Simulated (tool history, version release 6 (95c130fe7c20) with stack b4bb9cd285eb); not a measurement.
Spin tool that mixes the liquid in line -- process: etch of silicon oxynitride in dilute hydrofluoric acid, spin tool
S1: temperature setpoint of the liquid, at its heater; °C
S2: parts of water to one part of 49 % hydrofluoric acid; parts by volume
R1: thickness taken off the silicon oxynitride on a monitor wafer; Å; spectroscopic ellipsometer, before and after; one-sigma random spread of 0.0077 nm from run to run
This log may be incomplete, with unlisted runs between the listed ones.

Run 1, hour 0.0: S1 20 °C, S2 160 parts by volume, time under the liquid (s) 40. Result: R1 6.4005 Å.
Run 2, hour 1.0: S1 21 °C, S2 160 parts by volume, time under the liquid (s) 40. Result: R1 6.7513 Å.
Run 3, hour 9.8: S1 21 °C, S2 160 parts by volume, time under the liquid (s) 15. Result: R1 2.5124 Å.
Run 4, hour 11.2: S1 21 °C, S2 185 parts by volume, time under the liquid (s) 15. Result: R1 2.1231 Å.
Run 5, hour 14.0: S1 20 °C, S2 170 parts by volume, time under the liquid (s) 15. Result: R1 2.2312 Å.
Run 6, hour 17.2: S1 20 °C, S2 170 parts by volume, time under the liquid (s) 15. Result: R1 2.2537 Å.
Run 7, hour 18.5: S1 22 °C, S2 165 parts by volume, time under the liquid (s) 15. Result: R1 2.5564 Å.

Run 8 is up next; what results do you expect?
Run 8, hour 21.4: S1 21 °C, S2 145 parts by volume, time under the liquid (s) 15. Result: R1 ?.

Logged for run 8: R1 2.8749 Å.

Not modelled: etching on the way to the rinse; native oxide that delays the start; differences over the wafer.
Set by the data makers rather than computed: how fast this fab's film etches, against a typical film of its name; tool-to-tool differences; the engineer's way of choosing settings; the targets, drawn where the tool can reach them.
